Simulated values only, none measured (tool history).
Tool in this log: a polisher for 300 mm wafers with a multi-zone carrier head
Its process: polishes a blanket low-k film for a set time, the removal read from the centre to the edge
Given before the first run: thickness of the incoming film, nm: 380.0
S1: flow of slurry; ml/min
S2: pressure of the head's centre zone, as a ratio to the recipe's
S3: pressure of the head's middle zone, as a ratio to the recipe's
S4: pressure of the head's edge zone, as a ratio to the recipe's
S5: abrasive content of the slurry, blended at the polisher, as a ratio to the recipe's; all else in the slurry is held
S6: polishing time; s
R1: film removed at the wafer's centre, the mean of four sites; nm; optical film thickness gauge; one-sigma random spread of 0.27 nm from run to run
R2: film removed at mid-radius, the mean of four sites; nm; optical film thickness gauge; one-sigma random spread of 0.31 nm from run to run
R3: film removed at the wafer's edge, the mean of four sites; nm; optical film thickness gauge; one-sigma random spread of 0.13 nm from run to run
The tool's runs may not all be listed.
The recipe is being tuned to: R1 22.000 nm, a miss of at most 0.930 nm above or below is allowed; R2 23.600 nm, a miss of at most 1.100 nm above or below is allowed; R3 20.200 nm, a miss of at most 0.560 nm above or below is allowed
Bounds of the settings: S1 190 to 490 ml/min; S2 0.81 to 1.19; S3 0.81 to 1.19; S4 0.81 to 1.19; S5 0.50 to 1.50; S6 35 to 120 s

run 1 hour=0.0 | S1=315 S2=1.00 S3=1.00 S4=1.00 S5=1.00 S6=77 | R1=25.776 R2=26.744 R3=26.552
run 2 hour=7.3 | S1=315 S2=1.00 S3=0.92 S4=1.00 S5=1.00 S6=77 | R1=25.792 R2=25.102 R3=26.458
run 3 hour=14.8 | S1=390 S2=1.00 S3=0.92 S4=1.00 S5=1.00 S6=77 | R1=27.000 R2=26.100 R3=27.141
run 4 hour=21.7 | S1=385 S2=1.00 S3=0.94 S4=0.97 S5=0.95 S6=77 | R1=25.716 R2=25.777 R3=26.098
-- hour=28.5 slurry nozzle cleaned
run 5 hour=28.5 | S1=385 S2=1.02 S3=0.96 S4=0.94 S5=0.90 S6=77 | R1=27.396 R2=27.050 R3=25.877
run 6 hour=29.8 | S1=380 S2=1.01 S3=0.96 S4=0.92 S5=0.85 S6=76 | R1=26.046 R2=25.873 R3=24.953
run 7 hour=32.9 | S1=380 S2=1.01 S3=0.98 S4=0.90 S5=0.80 S6=75 | R1=25.569 R2=25.188 R3=23.669
run 8 hour=33.8 | S1=375 S2=1.00 S3=0.99 S4=0.88 S5=0.75 S6=75 | R1=24.247 R2=24.519 R3=22.854
run 9 hour=40.4 | S1=365 S2=1.00 S3=1.00 S4=0.87 S5=0.70 S6=75 | R1=23.601 R2=24.328 R3=21.741
run 10 hour=42.2 | S1=355 S2=1.00 S3=1.00 S4=0.86 S5=0.70 S6=75 | R1=23.283 R2=24.495 R3=21.724
run 11 hour=49.5 | S1=350 S2=1.00 S3=1.01 S4=0.81 S5=0.60 S6=75 | R1=21.687 R2=22.673 R3=19.706
run 12 hour=54.8 | S1=355 S2=1.00 S3=1.01 S4=0.81 S5=0.60 S6=75 | R1=22.079 R2=22.420 R3=19.788

Next run, 4 choices. One meets every target within its allowed miss, the rest don't. Which?
run A hour=60.1 | S1=315 S2=0.96 S3=0.95 S4=0.86 S5=0.60 S6=76 | R1=? R2=? R3=?
run B hour=60.1 | S1=360 S2=1.11 S3=1.05 S4=0.81 S5=0.65 S6=70 | R1=? R2=? R3=?
run C hour=60.1 | S1=305 S2=1.00 S3=1.05 S4=0.84 S5=0.50 S6=84 | R1=? R2=? R3=?
run D hour=60.1 | S1=325 S2=1.00 S3=0.87 S4=0.88 S5=0.50 S6=83 | R1=? R2=? R3=?

move=A R1=21.227 R2=21.597 R3=20.234
move=B R1=23.813 R2=22.347 R3=18.988
move=C R1=22.365 R2=23.365 R3=20.235
move=D R1=22.230 R2=20.482 R3=20.554
A: its largest miss is bigger than the last run's
B: its largest miss is bigger than the last run's
C: every result lands within tolerance
D: its largest miss is bigger than the last run's
The move that meets every target is C.
